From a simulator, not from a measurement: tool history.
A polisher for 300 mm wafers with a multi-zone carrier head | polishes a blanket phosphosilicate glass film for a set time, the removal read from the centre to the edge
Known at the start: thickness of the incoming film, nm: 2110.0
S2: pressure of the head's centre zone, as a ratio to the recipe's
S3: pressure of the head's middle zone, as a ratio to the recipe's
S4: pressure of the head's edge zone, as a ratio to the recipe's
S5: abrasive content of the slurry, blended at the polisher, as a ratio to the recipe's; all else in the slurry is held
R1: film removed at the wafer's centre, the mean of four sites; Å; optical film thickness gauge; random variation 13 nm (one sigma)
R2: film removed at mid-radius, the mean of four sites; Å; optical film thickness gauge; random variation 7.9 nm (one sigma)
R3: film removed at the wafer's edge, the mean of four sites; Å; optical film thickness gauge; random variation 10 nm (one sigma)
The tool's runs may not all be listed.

run 1 hour=0 | flow_of_slurry_(ml/min)=185 S2=1 S3=1 S4=1 S5=1 polishing_time_(s)=65 | R1=6761.3 R2=6816.5 R3=7046.2
run 2 hour=8.9 | flow_of_slurry_(ml/min)=200 S2=1.05 S3=1.05 S4=0.99 S5=1.05 polishing_time_(s)=65 | R1=7307.3 R2=7345.9 R3=7060.9
run 3 hour=16.4 | flow_of_slurry_(ml/min)=210 S2=1.08 S3=1.08 S4=1 S5=1.1 polishing_time_(s)=65 | R1=7961.7 R2=7709.6 R3=7486
run 4 hour=19.3 | flow_of_slurry_(ml/min)=220 S2=1.1 S3=1.11 S4=0.98 S5=1.15 polishing_time_(s)=65 | R1=8092.4 R2=8189.7 R3=7575.7
run 5 hour=22.2 | flow_of_slurry_(ml/min)=220 S2=1.14 S3=1.11 S4=0.98 S5=1.15 polishing_time_(s)=65 | R1=8483.6 R2=8184 R3=7470.2
run 6 hour=26.3 | flow_of_slurry_(ml/min)=230 S2=1.15 S3=1.13 S4=0.97 S5=1.2 polishing_time_(s)=65 | R1=8836.6 R2=8309.6 R3=7882.4
run 7 hour=29.8 | flow_of_slurry_(ml/min)=210 S2=1.16 S3=1.15 S4=0.93 S5=1.2 polishing_time_(s)=67 | R1=9010.6 R2=8731 R3=7657.6
run 8 hour=30.3 | flow_of_slurry_(ml/min)=210 S2=1.17 S3=1.16 S4=0.92 S5=1.2 polishing_time_(s)=67 | R1=9122.1 R2=8816.1 R3=7663.1
-- hour=30.8 edge zone pressure recalibrated
run 9 hour=30.8 | flow_of_slurry_(ml/min)=210 S2=1.17 S3=1.17 S4=0.91 S5=1.2 polishing_time_(s)=67 | R1=9005.5 R2=8901.4 R3=7497
run 10 hour=38.6 | flow_of_slurry_(ml/min)=215 S2=1.18 S3=1.18 S4=0.91 S5=1.2 polishing_time_(s)=67 | R1=9146.4 R2=8965.8 R3=7667.5

Forecast run 11:
run 11 hour=42.7 | flow_of_slurry_(ml/min)=215 S2=1.18 S3=1.18 S4=0.9 S5=1.2 polishing_time_(s)=67 | R1=? R2=? R3=?

{"run 11": {"R1": 9359.5, "R2": 9075.9, "R3": 7511.2}}
